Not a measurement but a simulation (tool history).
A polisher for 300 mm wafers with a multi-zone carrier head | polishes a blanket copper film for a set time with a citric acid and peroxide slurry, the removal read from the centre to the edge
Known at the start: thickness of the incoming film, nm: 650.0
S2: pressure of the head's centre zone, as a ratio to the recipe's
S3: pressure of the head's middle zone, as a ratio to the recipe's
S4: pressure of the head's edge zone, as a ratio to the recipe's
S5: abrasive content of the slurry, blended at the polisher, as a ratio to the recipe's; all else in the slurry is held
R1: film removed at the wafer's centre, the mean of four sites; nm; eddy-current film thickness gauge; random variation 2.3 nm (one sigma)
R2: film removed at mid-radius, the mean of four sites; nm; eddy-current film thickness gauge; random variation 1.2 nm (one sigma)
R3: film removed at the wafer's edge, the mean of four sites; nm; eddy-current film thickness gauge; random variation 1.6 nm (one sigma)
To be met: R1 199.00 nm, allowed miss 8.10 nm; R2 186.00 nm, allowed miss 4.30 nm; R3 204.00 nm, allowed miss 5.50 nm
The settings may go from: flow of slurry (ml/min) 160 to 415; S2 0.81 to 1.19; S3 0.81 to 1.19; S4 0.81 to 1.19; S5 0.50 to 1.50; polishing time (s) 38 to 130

{"run": 1, "day": 0.0, "flow of slurry (ml/min)": 265, "S2": 1.0, "S3": 1.0, "S4": 1.0, "S5": 1.0, "polishing time (s)": 84, "R1": 170.0, "R2": 166.67, "R3": 160.58}
{"run": 2, "day": 0.029, "flow of slurry (ml/min)": 265, "S2": 1.0, "S3": 1.0, "S4": 1.0, "S5": 1.0, "polishing time (s)": 100, "R1": 199.18, "R2": 197.84, "R3": 188.38}
{"run": 3, "day": 0.117, "flow of slurry (ml/min)": 260, "S2": 1.0, "S3": 0.99, "S4": 1.02, "S5": 1.0, "polishing time (s)": 100, "R1": 202.29, "R2": 193.8, "R3": 188.16}
{"run": 4, "day": 0.296, "flow of slurry (ml/min)": 260, "S2": 0.92, "S3": 0.99, "S4": 1.02, "S5": 1.0, "polishing time (s)": 100, "R1": 186.88, "R2": 194.54, "R3": 191.91}
{"run": 5, "day": 0.625, "flow of slurry (ml/min)": 260, "S2": 0.92, "S3": 0.98, "S4": 1.04, "S5": 1.0, "polishing time (s)": 100, "R1": 184.6, "R2": 193.08, "R3": 193.1}
{"run": 6, "day": 0.662, "flow of slurry (ml/min)": 260, "S2": 0.85, "S3": 0.98, "S4": 1.04, "S5": 1.0, "polishing time (s)": 100, "R1": 172.05, "R2": 194.34, "R3": 192.8}
{"run": 7, "day": 0.867, "flow of slurry (ml/min)": 265, "S2": 0.87, "S3": 0.97, "S4": 1.05, "S5": 1.0, "polishing time (s)": 100, "R1": 179.27, "R2": 193.89, "R3": 193.82}
{"run": 8, "day": 1.217, "flow of slurry (ml/min)": 280, "S2": 0.93, "S3": 0.89, "S4": 1.14, "S5": 1.05, "polishing time (s)": 100, "R1": 188.07, "R2": 181.14, "R3": 203.11}

Which of these 4 next moves meets every target?
{"run": "A", "day": 1.567, "flow of slurry (ml/min)": 290, "S2": 0.97, "S3": 0.87, "S4": 1.14, "S5": 1.0, "polishing time (s)": 99, "R1": "?", "R2": "?", "R3": "?"}
{"run": "B", "day": 1.567, "flow of slurry (ml/min)": 280, "S2": 0.9, "S3": 0.93, "S4": 1.16, "S5": 1.0, "polishing time (s)": 98, "R1": "?", "R2": "?", "R3": "?"}
{"run": "C", "day": 1.567, "flow of slurry (ml/min)": 320, "S2": 1.01, "S3": 0.85, "S4": 1.15, "S5": 1.1, "polishing time (s)": 98, "R1": "?", "R2": "?", "R3": "?"}
{"run": "D", "day": 1.567, "flow of slurry (ml/min)": 315, "S2": 0.96, "S3": 0.9, "S4": 1.1, "S5": 0.9, "polishing time (s)": 103, "R1": "?", "R2": "?", "R3": "?"}

move=A R1=197.60 R2=178.83 R3=202.01
move=B R1=181.09 R2=186.51 R3=201.01
move=C R1=208.93 R2=178.08 R3=205.60
move=D R1=201.78 R2=189.56 R3=204.13
A: brings the result that was furthest off to its target, and leaves another outside
B: further off than the last run
C: takes the result that was furthest off past its target
D: meets every target
The right move is D.

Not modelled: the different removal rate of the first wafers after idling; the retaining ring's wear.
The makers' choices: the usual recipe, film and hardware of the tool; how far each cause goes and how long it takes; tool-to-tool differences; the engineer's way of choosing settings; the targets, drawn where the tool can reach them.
